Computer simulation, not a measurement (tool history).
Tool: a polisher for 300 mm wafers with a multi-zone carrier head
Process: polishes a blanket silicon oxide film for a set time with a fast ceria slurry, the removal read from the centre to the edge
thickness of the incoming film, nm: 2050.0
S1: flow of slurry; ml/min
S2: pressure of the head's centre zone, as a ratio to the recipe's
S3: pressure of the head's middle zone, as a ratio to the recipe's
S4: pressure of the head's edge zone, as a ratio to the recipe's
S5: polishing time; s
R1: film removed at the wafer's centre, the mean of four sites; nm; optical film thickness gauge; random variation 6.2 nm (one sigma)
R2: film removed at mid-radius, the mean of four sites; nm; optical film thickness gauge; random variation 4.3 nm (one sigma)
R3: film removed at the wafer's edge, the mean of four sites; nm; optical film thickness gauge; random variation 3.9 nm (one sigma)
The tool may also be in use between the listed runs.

{"run": 1, "hour": 0.0, "S1": 240, "S2": 1.0, "S3": 1.0, "S4": 1.0, "S5": 63, "R1": 705.03, "R2": 716.12, "R3": 708.36}
{"run": 2, "hour": 7.2, "S1": 240, "S2": 1.0, "S3": 1.08, "S4": 1.0, "S5": 63, "R1": 695.22, "R2": 745.16, "R3": 704.35}
{"run": 3, "hour": 12.2, "S1": 240, "S2": 1.0, "S3": 1.08, "S4": 1.0, "S5": 50, "R1": 566.2, "R2": 601.61, "R3": 569.34}
{"run": 4, "hour": 15.6, "S1": 230, "S2": 1.01, "S3": 1.02, "S4": 1.0, "S5": 47, "R1": 531.96, "R2": 545.8, "R3": 530.27}
{"run": 5, "hour": 18.2, "S1": 230, "S2": 1.04, "S3": 1.02, "S4": 1.0, "S5": 47, "R1": 545.49, "R2": 543.69, "R3": 521.14}
{"run": 6, "hour": 25.8, "S1": 230, "S2": 1.07, "S3": 1.02, "S4": 1.0, "S5": 47, "R1": 566.45, "R2": 539.76, "R3": 520.86}
{"run": 7, "hour": 33.3, "S1": 220, "S2": 1.07, "S3": 0.97, "S4": 1.01, "S5": 46, "R1": 550.21, "R2": 507.74, "R3": 517.82}
{"run": 8, "hour": 39.6, "S1": 220, "S2": 1.07, "S3": 0.97, "S4": 1.01, "S5": 46, "R1": 529.99, "R2": 510.77, "R3": 514.19}

Run 9 comes next. What will it give?
{"run": 9, "hour": 47.6, "S1": 215, "S2": 1.1, "S3": 0.93, "S4": 1.01, "S5": 45, "R1": "?", "R2": "?", "R3": "?"}

Run 9 gave R1 549.64 nm, R2 495.41 nm, R3 506.78 nm.
